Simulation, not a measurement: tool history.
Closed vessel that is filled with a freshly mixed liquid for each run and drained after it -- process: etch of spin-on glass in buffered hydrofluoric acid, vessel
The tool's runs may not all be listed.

run	hour	temperature setpoint of the liquid (°C)	parts of 40 % ammonium fluoride to one part of 49 % hydrofluoric acid (parts by volume)	time in the liquid (s)	thickness taken off the spin-on glass on a monitor wafer (angstrom)
1	0.0	21.0	17.0	100	2216.7
2	5.1	22.0	16.5	100	2413.2
3	10.1	20.0	16.5	100	2145.5
4	18.6	20.0	16.5	105	2248.1
5	23.8	21.0	16.5	105	2392.0
6	32.0	21.0	12.5	105	3123.2
7	36.7	21.0	12.5	105	3165.8
8	37.9	21.5	12.5	105	3176.8

Run 9 has not been measured yet. What should we expect?
9	41.9	22.0	12.5	105	?

{"run 9": {"thickness taken off the spin-on glass on a monitor wafer (angstrom)": 3274.6}}
